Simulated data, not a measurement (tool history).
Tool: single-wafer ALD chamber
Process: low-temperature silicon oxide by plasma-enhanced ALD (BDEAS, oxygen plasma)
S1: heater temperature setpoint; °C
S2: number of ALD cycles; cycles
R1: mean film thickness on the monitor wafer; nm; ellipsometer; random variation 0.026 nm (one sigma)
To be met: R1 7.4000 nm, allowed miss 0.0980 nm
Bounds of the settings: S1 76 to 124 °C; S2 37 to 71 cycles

Run 1, hour 0.0: S1 100 °C, S2 54 cycles. Result: R1 7.9190 nm.
Run 2, hour 6.0: S1 91 °C, S2 54 cycles. Result: R1 8.1701 nm.
Run 3, hour 7.5: S1 99 °C, S2 54 cycles. Result: R1 7.8734 nm.
Run 4, hour 14.6: S1 100 °C, S2 54 cycles. Result: R1 7.9154 nm.
Run 5, hour 15.4: S1 102 °C, S2 54 cycles. Result: R1 7.8351 nm.
Run 6, hour 16.3: S1 110 °C, S2 54 cycles. Result: R1 7.6961 nm.
Run 7, hour 20.0: S1 111 °C, S2 54 cycles. Result: R1 7.7149 nm.
Run 8, hour 25.2: S1 112 °C, S2 54 cycles. Result: R1 7.6946 nm.
Run 9, hour 30.1: S1 113 °C, S2 54 cycles. Result: R1 7.7086 nm.
Run 10, hour 32.6: S1 116 °C, S2 53 cycles. Result: R1 7.5091 nm.

Which of these 5 next moves meets every target?
Run A, hour 35.1: S1 113 °C, S2 54 cycles. Result: R1 ?.
Run B, hour 35.1: S1 119 °C, S2 54 cycles. Result: R1 ?.
Run C, hour 35.1: S1 118 °C, S2 55 cycles. Result: R1 ?.
Run D, hour 35.1: S1 122 °C, S2 53 cycles. Result: R1 ?.
Run E, hour 35.1: S1 115 °C, S2 55 cycles. Result: R1 ?.

move      R1
   A  7.6552
   B  7.5629
   C  7.7187
   D  7.3776
   E  7.7657
A: further off than the last run
B: further off than the last run
C: further off than the last run
D: meets every target
E: further off than the last run
Answer: D

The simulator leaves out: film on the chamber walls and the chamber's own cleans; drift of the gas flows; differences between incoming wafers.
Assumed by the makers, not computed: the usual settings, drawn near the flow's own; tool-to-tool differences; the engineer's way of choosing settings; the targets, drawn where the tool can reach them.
